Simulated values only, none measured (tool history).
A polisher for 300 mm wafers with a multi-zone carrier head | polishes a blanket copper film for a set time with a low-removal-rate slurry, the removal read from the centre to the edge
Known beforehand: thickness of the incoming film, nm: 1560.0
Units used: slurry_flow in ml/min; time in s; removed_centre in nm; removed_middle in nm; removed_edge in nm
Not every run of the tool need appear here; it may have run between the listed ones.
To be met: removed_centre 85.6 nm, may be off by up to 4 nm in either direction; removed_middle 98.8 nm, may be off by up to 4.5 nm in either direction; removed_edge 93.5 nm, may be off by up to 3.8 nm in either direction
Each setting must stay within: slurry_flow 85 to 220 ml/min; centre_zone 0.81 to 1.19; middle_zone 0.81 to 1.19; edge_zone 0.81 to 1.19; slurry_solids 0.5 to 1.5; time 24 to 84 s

run  hour  slurry_flow  centre_zone  middle_zone  edge_zone  slurry_solids  time  removed_centre  removed_middle  removed_edge
  1     0          140            1            1          1              1    54             162          159.18        165.13
  2   6.5          140            1            1       0.95              1    54          166.28          156.92        163.37
  3   9.3          140            1            1          1              1    54          159.85          158.07         164.9
  4  10.1          140            1            1          1              1    44          132.25          128.74        133.05
  5  15.3          140         0.97            1          1              1    44          125.53          126.26        134.23
  6  23.4          140         1.01            1          1              1    44          134.59          127.62         134.4
  7  24.6          140         0.98         1.03       0.98           0.85    41          115.78          116.29        118.65
     26.7  -- slurry nozzle cleaned
  8  26.7          135         0.95         1.06       0.96           0.75    40          114.11          121.43         115.6
  9  32.9          130         0.92         1.05       0.96           0.65    38           98.38          110.09        102.85
 10  38.8          125         0.91         1.03       0.95           0.65    38          95.972          107.69        102.57
 11  46.9          105         0.88         1.01       0.89            0.5    37          79.543          89.352        88.163
 12  53.7          115         0.88         1.02        0.9            0.5    37          79.456          93.569        89.336
 13  61.6          115         0.88         1.02        0.9            0.5    37          82.079          91.953        89.414
 14  68.9          120         0.88         1.03       0.91            0.5    37          82.966          93.375        91.283

Exactly one of the 5 candidate moves below puts every result within its allowed miss. Which one?
  A  76.2          135         1.09         1.04       0.82            0.5    34               ?               ?             ?
  B  76.2          155         0.88         1.04       0.95            0.5    36               ?               ?             ?
  C  76.2          130         0.97         0.95        0.9            0.5    38               ?               ?             ?
  D  76.2          140         1.01         0.93       0.96            0.5    37               ?               ?             ?
  E  76.2          125         0.98         1.05        0.9           0.55    37               ?               ?             ?

move  removed_centre  removed_middle  removed_edge
   A          96.498          88.673        80.644
   B          84.785          96.422        92.182
   C          95.012          91.179        93.081
   D          97.958          88.472        94.034
   E          95.857          99.108        93.085
A: misses by more than the last run did
B: every result lands within tolerance
C: misses by more than the last run did
D: misses by more than the last run did
E: brings the last run's worst result on target, with another outside its allowed miss
Correct choice: B, which meets every target
